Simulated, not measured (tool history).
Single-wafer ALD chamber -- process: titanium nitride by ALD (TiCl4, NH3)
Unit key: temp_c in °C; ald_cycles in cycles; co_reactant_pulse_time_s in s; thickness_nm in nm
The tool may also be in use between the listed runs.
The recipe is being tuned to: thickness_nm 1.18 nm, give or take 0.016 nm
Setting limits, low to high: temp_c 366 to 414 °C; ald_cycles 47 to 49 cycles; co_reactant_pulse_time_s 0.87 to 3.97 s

run 1 hour=0 | temp_c=390 ald_cycles=49 co_reactant_pulse_time_s=2.42 | thickness_nm=1.276
run 2 hour=5.2 | temp_c=390 ald_cycles=49 co_reactant_pulse_time_s=2.84 | thickness_nm=1.2843
run 3 hour=7.6 | temp_c=386 ald_cycles=49 co_reactant_pulse_time_s=2.51 | thickness_nm=1.2724
run 4 hour=14.9 | temp_c=386 ald_cycles=49 co_reactant_pulse_time_s=2.51 | thickness_nm=1.2708
run 5 hour=21.4 | temp_c=386 ald_cycles=49 co_reactant_pulse_time_s=2.51 | thickness_nm=1.2676
run 6 hour=28 | temp_c=386 ald_cycles=47 co_reactant_pulse_time_s=2.51 | thickness_nm=1.2208
run 7 hour=37.1 | temp_c=384 ald_cycles=47 co_reactant_pulse_time_s=2.41 | thickness_nm=1.215
run 8 hour=41.1 | temp_c=382 ald_cycles=47 co_reactant_pulse_time_s=2.34 | thickness_nm=1.2168
-- hour=41.8 thermocouple changed; heater temperature recalibrated
run 9 hour=41.8 | temp_c=380 ald_cycles=47 co_reactant_pulse_time_s=2.21 | thickness_nm=1.2108
run 10 hour=50.1 | temp_c=378 ald_cycles=47 co_reactant_pulse_time_s=2.1 | thickness_nm=1.2015
run 11 hour=53.1 | temp_c=377 ald_cycles=47 co_reactant_pulse_time_s=2.04 | thickness_nm=1.2013

Next run, 4 choices. One meets every target within its allowed miss, the rest don't. Which?
run A hour=56.1 | temp_c=391 ald_cycles=48 co_reactant_pulse_time_s=1.71 | thickness_nm=?
run B hour=56.1 | temp_c=377 ald_cycles=47 co_reactant_pulse_time_s=1.68 | thickness_nm=?
run C hour=56.1 | temp_c=371 ald_cycles=47 co_reactant_pulse_time_s=2.83 | thickness_nm=?
run D hour=56.1 | temp_c=379 ald_cycles=48 co_reactant_pulse_time_s=1.78 | thickness_nm=?

move=A thickness_nm=1.2254
move=B thickness_nm=1.1779
move=C thickness_nm=1.224
move=D thickness_nm=1.2136
A: further off than the last run
B: all results land within tolerance of their targets
C: further off than the last run
D: further off than the last run
Answer: B
